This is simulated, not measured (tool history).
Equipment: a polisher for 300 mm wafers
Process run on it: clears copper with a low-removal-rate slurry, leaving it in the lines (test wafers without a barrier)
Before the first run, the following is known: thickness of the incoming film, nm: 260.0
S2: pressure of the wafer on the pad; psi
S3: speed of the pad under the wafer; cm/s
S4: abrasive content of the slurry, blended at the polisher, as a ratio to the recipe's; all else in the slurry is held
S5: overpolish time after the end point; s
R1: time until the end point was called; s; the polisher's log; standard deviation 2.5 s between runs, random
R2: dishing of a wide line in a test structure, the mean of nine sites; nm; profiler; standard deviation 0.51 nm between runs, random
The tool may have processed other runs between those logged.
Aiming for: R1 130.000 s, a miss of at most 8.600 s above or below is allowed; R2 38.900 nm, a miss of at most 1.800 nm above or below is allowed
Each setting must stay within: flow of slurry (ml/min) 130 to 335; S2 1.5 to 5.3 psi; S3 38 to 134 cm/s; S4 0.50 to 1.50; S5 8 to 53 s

run 1 hour=0.0 | flow_of_slurry_(ml/min)=215 S2=3.4 S3=86 S4=1.00 S5=27 | R1=92.081 R2=45.559
run 2 hour=6.0 | flow_of_slurry_(ml/min)=215 S2=3.4 S3=86 S4=1.00 S5=19 | R1=96.834 R2=34.989
run 3 hour=11.4 | flow_of_slurry_(ml/min)=215 S2=2.9 S3=86 S4=1.00 S5=19 | R1=112.370 R2=29.549
run 4 hour=14.0 | flow_of_slurry_(ml/min)=215 S2=2.8 S3=84 S4=1.00 S5=22 | R1=115.590 R2=31.410
run 5 hour=16.1 | flow_of_slurry_(ml/min)=210 S2=2.7 S3=82 S4=1.00 S5=25 | R1=125.620 R2=33.788
run 6 hour=17.2 | flow_of_slurry_(ml/min)=210 S2=2.7 S3=102 S4=1.00 S5=25 | R1=103.660 R2=40.900
run 7 hour=18.5 | flow_of_slurry_(ml/min)=200 S2=1.8 S3=102 S4=1.00 S5=31 | R1=148.150 R2=33.234
run 8 hour=20.8 | flow_of_slurry_(ml/min)=205 S2=1.9 S3=102 S4=1.00 S5=31 | R1=141.210 R2=35.035
run 9 hour=28.4 | flow_of_slurry_(ml/min)=210 S2=1.9 S3=102 S4=1.00 S5=31 | R1=146.110 R2=35.890
run 10 hour=30.4 | flow_of_slurry_(ml/min)=220 S2=2.3 S3=102 S4=1.00 S5=30 | R1=116.890 R2=41.075
run 11 hour=37.1 | flow_of_slurry_(ml/min)=210 S2=2.3 S3=102 S4=1.00 S5=30 | R1=115.610 R2=40.732

Which one of the following 5 next-run settings gets every result inside its allowed miss? There is exactly one.
run A hour=43.8 | flow_of_slurry_(ml/min)=225 S2=2.5 S3=116 S4=1.15 S5=23 | R1=? R2=?
run B hour=43.8 | flow_of_slurry_(ml/min)=170 S2=2.7 S3=100 S4=1.05 S5=24 | R1=? R2=?
run C hour=43.8 | flow_of_slurry_(ml/min)=235 S2=1.8 S3=116 S4=1.00 S5=32 | R1=? R2=?
run D hour=43.8 | flow_of_slurry_(ml/min)=205 S2=3.1 S3=96 S4=0.80 S5=25 | R1=? R2=?
run E hour=43.8 | flow_of_slurry_(ml/min)=200 S2=1.9 S3=110 S4=1.05 S5=35 | R1=? R2=?

move=A R1=91.473 R2=40.852
move=B R1=104.730 R2=38.011
move=C R1=129.170 R2=39.519
move=D R1=99.869 R2=41.174
move=E R1=130.250 R2=42.303
A: moves away from the targets compared with the last run
B: moves away from the targets compared with the last run
C: hits every target within its allowed miss
D: moves away from the targets compared with the last run
E: the worst result of the last run now meets its target, but another is out of spec
Correct choice: C, which meets every target
